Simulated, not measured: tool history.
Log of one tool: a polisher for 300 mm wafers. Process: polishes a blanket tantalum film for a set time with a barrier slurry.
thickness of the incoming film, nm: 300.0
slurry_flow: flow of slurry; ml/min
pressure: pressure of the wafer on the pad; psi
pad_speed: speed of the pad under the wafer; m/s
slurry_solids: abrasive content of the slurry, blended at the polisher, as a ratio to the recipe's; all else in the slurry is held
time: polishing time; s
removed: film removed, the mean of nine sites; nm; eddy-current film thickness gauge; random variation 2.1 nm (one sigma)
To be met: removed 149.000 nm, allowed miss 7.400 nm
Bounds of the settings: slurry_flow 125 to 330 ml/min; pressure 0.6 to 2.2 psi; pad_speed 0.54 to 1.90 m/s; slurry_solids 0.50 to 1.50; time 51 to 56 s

run 1 day=0.000 | slurry_flow=210 pressure=1.4 pad_speed=1.22 slurry_solids=1.00 time=56 | removed=93.543
run 2 day=0.121 | slurry_flow=210 pressure=1.5 pad_speed=1.24 slurry_solids=1.00 time=56 | removed=103.140
run 3 day=0.421 | slurry_flow=210 pressure=1.3 pad_speed=1.24 slurry_solids=1.00 time=56 | removed=89.588
run 4 day=0.762 | slurry_flow=175 pressure=1.3 pad_speed=1.24 slurry_solids=1.00 time=56 | removed=89.304
run 5 day=1.112 | slurry_flow=175 pressure=1.5 pad_speed=1.26 slurry_solids=1.00 time=56 | removed=101.460
run 6 day=1.342 | slurry_flow=175 pressure=1.7 pad_speed=1.26 slurry_solids=1.00 time=56 | removed=111.830
run 7 day=1.404 | slurry_flow=175 pressure=1.8 pad_speed=1.28 slurry_solids=1.00 time=56 | removed=123.170
run 8 day=1.575 | slurry_flow=175 pressure=1.9 pad_speed=1.28 slurry_solids=1.00 time=56 | removed=128.640
run 9 day=1.733 | slurry_flow=175 pressure=2.0 pad_speed=1.28 slurry_solids=1.00 time=56 | removed=134.060

Which of these 4 next moves meets every target?
run A day=1.892 | slurry_flow=190 pressure=1.7 pad_speed=1.36 slurry_solids=0.95 time=56 | removed=?
run B day=1.892 | slurry_flow=150 pressure=2.0 pad_speed=1.24 slurry_solids=1.00 time=56 | removed=?
run C day=1.892 | slurry_flow=185 pressure=1.8 pad_speed=1.28 slurry_solids=1.00 time=53 | removed=?
run D day=1.892 | slurry_flow=225 pressure=2.1 pad_speed=1.30 slurry_solids=1.15 time=53 | removed=?

move=A removed=119.170
move=B removed=128.770
move=C removed=115.550
move=D removed=145.160
A: further off than the last run
B: further off than the last run
C: further off than the last run
D: meets every target
Move D is the one to make.
